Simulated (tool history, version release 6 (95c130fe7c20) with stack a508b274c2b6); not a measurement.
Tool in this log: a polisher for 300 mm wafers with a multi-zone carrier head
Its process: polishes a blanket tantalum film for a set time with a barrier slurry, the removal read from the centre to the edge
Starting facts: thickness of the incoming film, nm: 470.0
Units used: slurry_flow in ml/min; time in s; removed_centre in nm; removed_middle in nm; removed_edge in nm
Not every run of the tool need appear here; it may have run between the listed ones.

{"run": 1, "hour": 0.0, "slurry_flow": 300, "centre_zone": 1, "middle_zone": 1, "edge_zone": 1, "slurry_solids": 1, "time": 74, "removed_centre": 112.18, "removed_middle": 107.59, "removed_edge": 111.52}
{"run": 2, "hour": 5.8, "slurry_flow": 305, "centre_zone": 1.01, "middle_zone": 1.02, "edge_zone": 1.02, "slurry_solids": 1.1, "time": 75, "removed_centre": 116.43, "removed_middle": 112.6, "removed_edge": 115.01}
{"run": 3, "hour": 13.7, "slurry_flow": 305, "centre_zone": 1.01, "middle_zone": 1.03, "edge_zone": 1.03, "slurry_solids": 1.15, "time": 77, "removed_centre": 120.31, "removed_middle": 116.33, "removed_edge": 120.4}
{"run": 4, "hour": 21.2, "slurry_flow": 310, "centre_zone": 1.02, "middle_zone": 1.05, "edge_zone": 1.04, "slurry_solids": 1.2, "time": 79, "removed_centre": 126.91, "removed_middle": 123.72, "removed_edge": 123.25}
{"run": 5, "hour": 23.5, "slurry_flow": 310, "centre_zone": 1.02, "middle_zone": 0.97, "edge_zone": 1.04, "slurry_solids": 1.2, "time": 79, "removed_centre": 123.98, "removed_middle": 116.41, "removed_edge": 127.55}
{"run": 6, "hour": 24.7, "slurry_flow": 240, "centre_zone": 1.02, "middle_zone": 0.97, "edge_zone": 1.04, "slurry_solids": 1.2, "time": 79, "removed_centre": 123.59, "removed_middle": 113.27, "removed_edge": 124.78}
{"run": 7, "hour": 26.3, "slurry_flow": 305, "centre_zone": 1.12, "middle_zone": 1.07, "edge_zone": 1.14, "slurry_solids": 1.45, "time": 80, "removed_centre": 145.56, "removed_middle": 132.99, "removed_edge": 137.06}

Run 8 is up next; what results do you expect?
{"run": 8, "hour": 30.8, "slurry_flow": 310, "centre_zone": 1.11, "middle_zone": 1.08, "edge_zone": 1.15, "slurry_solids": 1.45, "time": 81, "removed_centre": "?", "removed_middle": "?", "removed_edge": "?"}

removed_centre: 144.11 nm
removed_middle: 134.46 nm
removed_edge: 138.37 nm

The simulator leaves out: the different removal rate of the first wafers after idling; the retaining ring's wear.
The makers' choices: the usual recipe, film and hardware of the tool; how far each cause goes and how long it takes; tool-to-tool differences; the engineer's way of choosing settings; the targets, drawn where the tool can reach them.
